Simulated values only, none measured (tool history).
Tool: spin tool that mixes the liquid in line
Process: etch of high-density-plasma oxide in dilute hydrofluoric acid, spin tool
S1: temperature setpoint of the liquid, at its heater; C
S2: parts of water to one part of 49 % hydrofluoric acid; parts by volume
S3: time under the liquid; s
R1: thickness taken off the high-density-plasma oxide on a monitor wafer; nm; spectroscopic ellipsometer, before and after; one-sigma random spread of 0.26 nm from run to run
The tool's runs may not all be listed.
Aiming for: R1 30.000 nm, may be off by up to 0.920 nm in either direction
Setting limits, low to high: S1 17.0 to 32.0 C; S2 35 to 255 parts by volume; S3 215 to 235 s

run,hour,S1,S2,S3,R1
1,0.0,24.0,145,215,17.523
2,5.1,24.0,145,235,19.433
3,8.6,25.5,140,235,21.187
4,15.3,25.5,95,235,33.575
5,18.6,25.5,70,235,46.315
6,23.7,24.0,75,235,41.080
7,29.9,23.0,80,235,36.661
# hour 36.5: thermometer replaced
8,36.5,22.0,80,235,32.385
9,42.8,21.5,80,235,32.329
10,48.3,21.0,80,235,31.075

Exercise: of the 4 proposed moves below, exactly one satisfies all targets within the stated allowed misses. Which move is it?
A,53.8,18.0,65,220,?
B,53.8,23.0,90,235,?
C,53.8,21.0,75,235,?
D,53.8,21.5,75,235,?

move,R1
A,32.205
B,29.694
C,33.436
D,34.134
A: its largest miss is bigger than the last run's
B: hits every target within its allowed miss
C: its largest miss is bigger than the last run's
D: its largest miss is bigger than the last run's
Answer: B

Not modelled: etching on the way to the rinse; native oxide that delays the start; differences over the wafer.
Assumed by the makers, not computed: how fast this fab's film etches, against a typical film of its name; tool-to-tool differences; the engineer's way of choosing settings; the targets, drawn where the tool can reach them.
